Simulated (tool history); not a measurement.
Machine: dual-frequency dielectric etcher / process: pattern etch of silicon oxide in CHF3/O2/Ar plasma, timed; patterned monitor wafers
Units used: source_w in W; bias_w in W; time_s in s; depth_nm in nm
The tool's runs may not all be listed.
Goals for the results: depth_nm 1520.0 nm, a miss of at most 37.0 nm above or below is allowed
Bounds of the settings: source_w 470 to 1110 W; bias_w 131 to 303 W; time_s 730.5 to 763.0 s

| run | hour | source_w | bias_w | time_s | depth_nm |
|---|---|---|---|---|---|
| 1 | 0.0 | 790 | 217 | 730.5 | 1813.8 |
| 2 | 8.7 | 790 | 183 | 730.5 | 1703.9 |
| 3 | 15.4 | 760 | 181 | 730.5 | 1677.9 |
| 4 | 23.4 | 760 | 201 | 730.5 | 1740.7 |
| 5 | 29.6 | 730 | 198 | 730.5 | 1697.0 |
| 6 | 32.1 | 710 | 196 | 730.5 | 1649.8 |
| 7 | 35.8 | 710 | 196 | 730.5 | 1649.1 |
| 8 | 44.1 | 700 | 195 | 730.5 | 1658.4 |

Below are 4 possible settings for the next run. Only one of them brings all results inside the allowed miss of their targets. Which is it?
| A | 52.4 | 680 | 176 | 743.5 | ? |
| B | 52.4 | 740 | 145 | 730.5 | ? |
| C | 52.4 | 680 | 186 | 730.5 | ? |
| D | 52.4 | 630 | 207 | 730.5 | ? |

| move | depth_nm |
|---|---|
| A | 1605.8 |
| B | 1538.7 |
| C | 1608.5 |
| D | 1609.6 |
A: closer than the last run, but not yet in spec
B: all results land within tolerance of their targets
C: closer than the last run, but not yet in spec
D: closer than the last run, but not yet in spec
So the answer is move B, the one that meets all the targets.

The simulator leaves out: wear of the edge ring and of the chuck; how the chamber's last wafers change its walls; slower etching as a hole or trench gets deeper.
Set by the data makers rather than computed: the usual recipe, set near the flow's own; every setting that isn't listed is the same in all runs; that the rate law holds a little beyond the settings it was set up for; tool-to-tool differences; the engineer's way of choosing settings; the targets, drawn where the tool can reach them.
